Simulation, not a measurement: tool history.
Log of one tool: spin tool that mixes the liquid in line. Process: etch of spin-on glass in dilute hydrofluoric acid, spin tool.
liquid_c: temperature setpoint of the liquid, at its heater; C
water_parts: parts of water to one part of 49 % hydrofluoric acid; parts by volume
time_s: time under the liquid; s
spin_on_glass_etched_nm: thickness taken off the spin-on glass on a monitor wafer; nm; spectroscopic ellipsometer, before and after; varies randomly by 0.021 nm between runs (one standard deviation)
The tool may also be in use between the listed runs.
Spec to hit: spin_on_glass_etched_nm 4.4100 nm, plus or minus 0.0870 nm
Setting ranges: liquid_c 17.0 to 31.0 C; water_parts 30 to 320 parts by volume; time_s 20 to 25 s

{"run": 1, "hour": 0.0, "liquid_c": 23.0, "water_parts": 175, "time_s": 25, "spin_on_glass_etched_nm": 6.254}
{"run": 2, "hour": 5.1, "liquid_c": 22.0, "water_parts": 180, "time_s": 25, "spin_on_glass_etched_nm": 5.7723}
{"run": 3, "hour": 13.8, "liquid_c": 22.0, "water_parts": 180, "time_s": 20, "spin_on_glass_etched_nm": 4.6401}
{"run": 4, "hour": 18.0, "liquid_c": 21.5, "water_parts": 180, "time_s": 20, "spin_on_glass_etched_nm": 4.5465}
{"run": 5, "hour": 25.9, "liquid_c": 21.5, "water_parts": 180, "time_s": 20, "spin_on_glass_etched_nm": 4.5356}
{"run": 6, "hour": 33.9, "liquid_c": 21.5, "water_parts": 180, "time_s": 25, "spin_on_glass_etched_nm": 5.6821}
{"run": 7, "hour": 40.7, "liquid_c": 21.0, "water_parts": 185, "time_s": 25, "spin_on_glass_etched_nm": 5.4298}
{"run": 8, "hour": 44.7, "liquid_c": 20.5, "water_parts": 190, "time_s": 25, "spin_on_glass_etched_nm": 5.1422}
{"run": 9, "hour": 49.5, "liquid_c": 20.5, "water_parts": 190, "time_s": 25, "spin_on_glass_etched_nm": 5.1518}
{"run": 10, "hour": 55.1, "liquid_c": 20.0, "water_parts": 190, "time_s": 25, "spin_on_glass_etched_nm": 5.0638}
{"run": 11, "hour": 57.2, "liquid_c": 19.5, "water_parts": 190, "time_s": 25, "spin_on_glass_etched_nm": 4.9573}
{"run": 12, "hour": 64.1, "liquid_c": 19.5, "water_parts": 190, "time_s": 25, "spin_on_glass_etched_nm": 4.9727}

Next run, 5 choices. One meets every target within its allowed miss, the rest don't. Which?
{"run": "A", "hour": 71.0, "liquid_c": 22.5, "water_parts": 190, "time_s": 20, "spin_on_glass_etched_nm": "?"}
{"run": "B", "hour": 71.0, "liquid_c": 18.5, "water_parts": 175, "time_s": 25, "spin_on_glass_etched_nm": "?"}
{"run": "C", "hour": 71.0, "liquid_c": 20.5, "water_parts": 205, "time_s": 25, "spin_on_glass_etched_nm": "?"}
{"run": "D", "hour": 71.0, "liquid_c": 17.5, "water_parts": 175, "time_s": 20, "spin_on_glass_etched_nm": "?"}
{"run": "E", "hour": 71.0, "liquid_c": 17.0, "water_parts": 125, "time_s": 20, "spin_on_glass_etched_nm": "?"}

move=A spin_on_glass_etched_nm=4.4518
move=B spin_on_glass_etched_nm=5.2521
move=C spin_on_glass_etched_nm=4.7071
move=D spin_on_glass_etched_nm=4.0368
move=E spin_on_glass_etched_nm=5.8141
A: every result within its allowed miss
B: the biggest miss grows against the last run
C: nearer than the last run, and not there yet
D: moves the result that the last run missed by most past its target, out the other side
E: the biggest miss grows against the last run
The move that meets every target is A.
